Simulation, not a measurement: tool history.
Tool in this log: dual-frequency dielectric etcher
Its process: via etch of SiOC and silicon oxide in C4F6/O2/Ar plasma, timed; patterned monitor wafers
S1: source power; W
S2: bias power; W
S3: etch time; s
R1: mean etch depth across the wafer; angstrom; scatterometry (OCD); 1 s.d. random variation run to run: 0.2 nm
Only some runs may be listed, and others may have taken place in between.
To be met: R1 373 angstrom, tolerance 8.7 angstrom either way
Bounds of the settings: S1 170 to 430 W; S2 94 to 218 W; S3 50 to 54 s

| run | day | S1 | S2 | S3 | R1 |
|---|---|---|---|---|---|
| 1 | 0 | 300 | 156 | 54 | 490.53 |
| 2 | 0.275 | 290 | 149 | 53.5 | 464.17 |
| 3 | 0.508 | 280 | 147 | 53.5 | 453.37 |
| 4 | 0.796 | 340 | 147 | 53.5 | 498.92 |
| 5 | 1.125 | 340 | 120 | 53.5 | 446.98 |
| 6 | 1.271 | 340 | 137 | 53.5 | 481.95 |
| 7 | 1.312 | 320 | 136 | 53.5 | 467.11 |
| 8 | 1.612 | 300 | 134 | 53.5 | 449.27 |
| 9 | 1.838 | 280 | 133 | 53.5 | 421.5 |
| 10 | 1.917 | 270 | 133 | 53.5 | 418.08 |
|  | 2.042 | source power generator calibrated |
| 11 | 2.042 | 260 | 133 | 53.5 | 417.79 |
| 12 | 2.404 | 250 | 132 | 53.5 | 413.8 |

Exercise: of the 5 proposed moves below, exactly one satisfies all targets within the stated allowed misses. Which move is it?
| A | 2.767 | 310 | 116 | 50 | ? |
| B | 2.767 | 240 | 151 | 54 | ? |
| C | 2.767 | 250 | 121 | 51.5 | ? |
| D | 2.767 | 240 | 140 | 52 | ? |
| E | 2.767 | 260 | 143 | 52.5 | ? |

| move | R1 |
|---|---|
| A | 404.06 |
| B | 435.2 |
| C | 376.79 |
| D | 402.5 |
| E | 430.83 |
A: nearer the targets than the last run, but a result is still out of spec
B: lands further from the targets than the last run did
C: in spec on every target
D: nearer the targets than the last run, but a result is still out of spec
E: lands further from the targets than the last run did
So the answer is move C, the one that meets all the targets.
